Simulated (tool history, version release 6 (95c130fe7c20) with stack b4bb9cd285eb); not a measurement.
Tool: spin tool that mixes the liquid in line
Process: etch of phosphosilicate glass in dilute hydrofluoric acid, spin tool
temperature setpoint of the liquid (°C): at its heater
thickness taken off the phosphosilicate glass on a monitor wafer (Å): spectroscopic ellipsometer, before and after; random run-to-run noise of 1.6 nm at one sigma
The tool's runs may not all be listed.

| run | hour | temperature setpoint of the liquid (°C) | parts of water to one part of 49 % hydrofluoric acid (parts by volume) | time under the liquid (s) | thickness taken off the phosphosilicate glass on a monitor wafer (Å) |
|---|---|---|---|---|---|
| 1 | 0.0 | 23.0 | 215 | 165 | 764.07 |
| 2 | 3.3 | 23.0 | 165 | 165 | 1037.00 |
| 3 | 6.4 | 26.0 | 165 | 165 | 1159.50 |
| 4 | 12.5 | 29.5 | 165 | 165 | 1331.00 |
| 5 | 19.0 | 29.5 | 235 | 165 | 851.92 |
| 6 | 22.5 | 29.5 | 300 | 165 | 620.28 |
| 7 | 23.8 | 30.0 | 255 | 165 | 791.26 |
| 8 | 29.2 | 30.0 | 220 | 165 | 939.87 |
| 9 | 36.2 | 31.0 | 130 | 165 | 1871.30 |
| 10 | 42.2 | 31.0 | 125 | 165 | 1933.30 |
| 11 | 50.3 | 31.0 | 100 | 165 | 2512.90 |
| 12 | 53.6 | 30.5 | 100 | 165 | 2498.10 |
| 13 | 57.6 | 30.0 | 100 | 165 | 2400.10 |
| 14 | 58.5 | 29.5 | 100 | 165 | 2393.80 |
| 15 | 64.5 | 29.0 | 100 | 165 | 2361.20 |
| 16 | 72.9 | 28.5 | 100 | 165 | 2277.80 |

Estimate the outcome of run 17 from the log above:
| 17 | 77.0 | 28.0 | 100 | 165 | ? |

thickness taken off the phosphosilicate glass on a monitor wafer (Å): 2261.90

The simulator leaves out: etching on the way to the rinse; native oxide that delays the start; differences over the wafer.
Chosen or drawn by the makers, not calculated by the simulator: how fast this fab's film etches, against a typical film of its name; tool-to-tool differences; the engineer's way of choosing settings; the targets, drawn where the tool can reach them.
